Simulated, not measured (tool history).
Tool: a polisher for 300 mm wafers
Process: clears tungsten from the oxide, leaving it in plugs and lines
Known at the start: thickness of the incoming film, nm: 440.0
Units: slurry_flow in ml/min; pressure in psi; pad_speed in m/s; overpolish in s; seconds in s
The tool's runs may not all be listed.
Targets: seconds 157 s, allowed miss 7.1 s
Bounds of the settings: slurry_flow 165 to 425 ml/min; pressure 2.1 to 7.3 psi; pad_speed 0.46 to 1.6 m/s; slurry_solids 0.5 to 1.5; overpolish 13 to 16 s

run,hour,slurry_flow,pressure,pad_speed,slurry_solids,overpolish,seconds
1,0,275,4.7,1.02,1,16,80.621
2,6.7,275,4.7,1.02,0.85,16,85.381
3,9.6,275,3.9,1,0.85,16,102.4
4,18.5,275,3.3,0.98,0.85,16,121.6
5,20,275,3.3,0.98,1.05,16,115.19
6,20.6,275,3.3,1.14,1.05,16,106.32
7,22,275,2.9,1.08,1.05,16,121.61
8,22.8,275,2.1,0.96,1.05,16,174.71
9,30.9,275,2.2,0.96,1.05,16,170.43

Which of these 4 next moves meets every target?
A,39,175,2.6,0.86,0.8,13,?
B,39,315,2.4,0.72,1.05,16,?
C,39,190,2.4,1.04,1,16,?
D,39,235,2.1,0.88,1.05,16,?

move,seconds
A,182.81
B,185.53
C,159.86
D,192.54
A: further off than the last run
B: further off than the last run
C: meets every target
D: further off than the last run
The right move is C.
